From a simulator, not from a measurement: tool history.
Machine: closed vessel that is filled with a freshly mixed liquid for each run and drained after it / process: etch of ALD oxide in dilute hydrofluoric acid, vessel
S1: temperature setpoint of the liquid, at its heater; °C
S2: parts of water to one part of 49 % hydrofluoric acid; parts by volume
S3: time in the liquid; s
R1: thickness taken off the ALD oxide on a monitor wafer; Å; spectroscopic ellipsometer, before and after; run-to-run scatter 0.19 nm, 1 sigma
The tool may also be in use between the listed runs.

run	hour	S1	S2	S3	R1
1	0	26	170	340	324.68
2	4.2	26	230	340	222.42
3	7.3	26	230	340	220.03
4	13.8	25.5	230	340	218.14
5	20.9	25.5	230	365	234.58
6	27.7	27	230	365	248.37
7	30.5	27	230	365	247.49
8	32.3	26	230	365	236.31

For run 9, what comes out?
9	40.3	25.5	230	365	?

R1: 233.44 Å
